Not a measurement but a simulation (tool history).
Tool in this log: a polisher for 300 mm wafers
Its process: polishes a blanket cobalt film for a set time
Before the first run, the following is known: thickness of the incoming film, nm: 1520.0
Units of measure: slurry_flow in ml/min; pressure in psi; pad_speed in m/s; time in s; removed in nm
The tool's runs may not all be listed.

{"run": 1, "hour": 0.0, "slurry_flow": 185, "pressure": 1.6, "pad_speed": 1.1, "time": 23, "removed": 121.78}
{"run": 2, "hour": 7.8, "slurry_flow": 185, "pressure": 1.8, "pad_speed": 1.1, "time": 23, "removed": 132.7}
{"run": 3, "hour": 10.6, "slurry_flow": 185, "pressure": 1.8, "pad_speed": 1.1, "time": 21, "removed": 120.27}
{"run": 4, "hour": 13.6, "slurry_flow": 185, "pressure": 1.9, "pad_speed": 1.1, "time": 21, "removed": 124.13}
{"run": 5, "hour": 15.1, "slurry_flow": 210, "pressure": 1.9, "pad_speed": 1.1, "time": 21, "removed": 130.78}
{"run": 6, "hour": 16.5, "slurry_flow": 210, "pressure": 1.6, "pad_speed": 1.1, "time": 21, "removed": 108.71}
{"run": 7, "hour": 21.9, "slurry_flow": 210, "pressure": 1.7, "pad_speed": 1.1, "time": 21, "removed": 113.39}
{"run": 8, "hour": 29.1, "slurry_flow": 210, "pressure": 1.8, "pad_speed": 1.1, "time": 21, "removed": 123.02}

Predict the results of run 9:
{"run": 9, "hour": 38.0, "slurry_flow": 210, "pressure": 1.9, "pad_speed": 1.1, "time": 21, "removed": "?"}

removed: 128.29 nm
